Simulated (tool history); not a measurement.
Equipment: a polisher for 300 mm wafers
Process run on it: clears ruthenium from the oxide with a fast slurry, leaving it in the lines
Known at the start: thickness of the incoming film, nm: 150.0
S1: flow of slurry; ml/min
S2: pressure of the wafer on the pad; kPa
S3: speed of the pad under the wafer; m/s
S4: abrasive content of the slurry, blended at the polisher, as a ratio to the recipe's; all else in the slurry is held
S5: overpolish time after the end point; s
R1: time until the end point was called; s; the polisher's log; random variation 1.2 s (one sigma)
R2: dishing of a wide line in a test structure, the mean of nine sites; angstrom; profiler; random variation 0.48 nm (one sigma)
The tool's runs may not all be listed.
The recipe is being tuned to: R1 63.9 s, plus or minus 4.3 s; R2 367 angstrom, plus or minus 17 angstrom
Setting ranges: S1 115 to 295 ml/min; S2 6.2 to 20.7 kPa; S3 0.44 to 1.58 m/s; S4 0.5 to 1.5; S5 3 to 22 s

run	day	S1	S2	S3	S4	S5	R1	R2
1	0	190	13.1	1	1	11	48.101	302.88
2	0.3	190	14.5	1	1	11	44.508	328.41
3	0.338	165	14.5	1	1	11	45.529	317.55
4	0.429	165	13.8	1	1	12	46.758	332.74
5	0.617	180	13.8	1	1	12	45.802	341.13
# day 0.675: worn pad replaced by a new one
6	0.675	180	13.8	1	1	14	42.237	406.65
7	0.912	175	13.1	1	1	15	45.127	426.02
8	1.125	175	13.1	1	1	15	46.902	410.02
9	1.246	170	12.4	1	1	15	48.192	388.16
10	1.354	170	12.4	1	1	15	49.418	389.55
11	1.583	165	12.4	1	1	15	50.009	390.19
12	1.792	160	12.4	1	1	15	50.368	391.78

Which single option among these 5 for the next run brings every result within its allowed miss of target? Just one does.
A	2	150	13.8	0.66	1.1	18	?	?
B	2	155	11.7	1.06	0.9	17	?	?
C	2	210	13.8	1.04	1.15	10	?	?
D	2	220	11.7	0.68	1.05	18	?	?
E	2	145	11	1.14	1.15	13	?	?

move	R1	R2
A	64.165	365.16
B	54.272	404.08
C	38.132	343.1
D	70.598	334.24
E	46.102	366.91
A: each result inside its tolerance
B: gains on the last run, yet a result remains outside its allowed miss
C: the biggest miss grows against the last run
D: moves the result that the last run missed by most past its target, out the other side
E: the biggest miss grows against the last run
So the answer is move A, the one that meets all the targets.
